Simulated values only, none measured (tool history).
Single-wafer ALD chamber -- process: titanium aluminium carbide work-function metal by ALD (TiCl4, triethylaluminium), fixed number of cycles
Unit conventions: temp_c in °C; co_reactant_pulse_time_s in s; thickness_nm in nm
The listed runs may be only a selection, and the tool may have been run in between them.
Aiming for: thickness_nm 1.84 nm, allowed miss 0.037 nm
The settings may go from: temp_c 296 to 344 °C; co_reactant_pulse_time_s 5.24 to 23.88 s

run 1 hour=0 | temp_c=320 co_reactant_pulse_time_s=14.56 | thickness_nm=2.0382
run 2 hour=6.7 | temp_c=314 co_reactant_pulse_time_s=14 | thickness_nm=1.9816
run 3 hour=12.9 | temp_c=321 co_reactant_pulse_time_s=14 | thickness_nm=2.034
run 4 hour=17 | temp_c=321 co_reactant_pulse_time_s=10.55 | thickness_nm=1.9699
run 5 hour=18.1 | temp_c=330 co_reactant_pulse_time_s=10.55 | thickness_nm=2.0246
run 6 hour=20.1 | temp_c=330 co_reactant_pulse_time_s=13.61 | thickness_nm=2.1069
run 7 hour=24.1 | temp_c=330 co_reactant_pulse_time_s=13.61 | thickness_nm=2.1055
run 8 hour=27.4 | temp_c=324 co_reactant_pulse_time_s=12.6 | thickness_nm=2.0331
run 9 hour=29.8 | temp_c=320 co_reactant_pulse_time_s=11.75 | thickness_nm=1.9927

Below are 5 possible settings for the next run. Only one of them brings all results inside the allowed miss of their targets. Which is it?
run A hour=32.2 | temp_c=342 co_reactant_pulse_time_s=22.06 | thickness_nm=?
run B hour=32.2 | temp_c=311 co_reactant_pulse_time_s=12 | thickness_nm=?
run C hour=32.2 | temp_c=305 co_reactant_pulse_time_s=10.35 | thickness_nm=?
run D hour=32.2 | temp_c=304 co_reactant_pulse_time_s=15.42 | thickness_nm=?
run E hour=32.2 | temp_c=327 co_reactant_pulse_time_s=23.88 | thickness_nm=?

move=A thickness_nm=2.2092
move=B thickness_nm=1.9412
move=C thickness_nm=1.8504
move=D thickness_nm=1.9255
move=E thickness_nm=2.1
A: misses by more than the last run did
B: an improvement on the last run, though not all results are within tolerance
C: hits every target within its allowed miss
D: an improvement on the last run, though not all results are within tolerance
E: misses by more than the last run did
Go with C: it meets all targets.

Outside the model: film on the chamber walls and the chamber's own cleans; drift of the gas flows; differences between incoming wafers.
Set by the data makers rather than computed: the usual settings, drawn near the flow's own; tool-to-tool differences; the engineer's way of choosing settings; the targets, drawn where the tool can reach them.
